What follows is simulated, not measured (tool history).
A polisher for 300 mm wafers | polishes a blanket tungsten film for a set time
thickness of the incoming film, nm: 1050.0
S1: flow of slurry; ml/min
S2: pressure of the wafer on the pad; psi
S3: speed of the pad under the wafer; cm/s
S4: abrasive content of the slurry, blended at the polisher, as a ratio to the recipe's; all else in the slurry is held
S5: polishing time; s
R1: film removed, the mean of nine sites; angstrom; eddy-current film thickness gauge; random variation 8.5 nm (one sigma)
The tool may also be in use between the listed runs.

{"run": 1, "day": 0.0, "S1": 255, "S2": 4.1, "S3": 102, "S4": 1.0, "S5": 68, "R1": 3015.6}
{"run": 2, "day": 0.333, "S1": 255, "S2": 4.6, "S3": 102, "S4": 1.0, "S5": 68, "R1": 3406.1}
{"run": 3, "day": 0.392, "S1": 255, "S2": 4.6, "S3": 124, "S4": 1.0, "S5": 68, "R1": 4025.8}
{"run": 4, "day": 0.488, "S1": 255, "S2": 4.8, "S3": 124, "S4": 1.0, "S5": 68, "R1": 4224.3}
{"run": 5, "day": 0.629, "S1": 255, "S2": 4.9, "S3": 124, "S4": 1.0, "S5": 68, "R1": 4342.8}
{"run": 6, "day": 0.921, "S1": 255, "S2": 5.0, "S3": 124, "S4": 1.0, "S5": 68, "R1": 4454.9}
{"day": 1.0, "done": "worn pad replaced by a new one"}
{"run": 7, "day": 1.0, "S1": 255, "S2": 5.1, "S3": 124, "S4": 1.0, "S5": 68, "R1": 4778.7}
{"run": 8, "day": 1.308, "S1": 255, "S2": 5.2, "S3": 124, "S4": 1.0, "S5": 68, "R1": 4899.0}
{"run": 9, "day": 1.625, "S1": 255, "S2": 5.3, "S3": 124, "S4": 1.0, "S5": 68, "R1": 4977.0}
{"run": 10, "day": 1.829, "S1": 255, "S2": 5.4, "S3": 124, "S4": 1.0, "S5": 68, "R1": 5025.5}

Forecast run 11:
{"run": 11, "day": 1.942, "S1": 255, "S2": 5.5, "S3": 124, "S4": 1.0, "S5": 68, "R1": "?"}

R1: 5142.7 angstrom
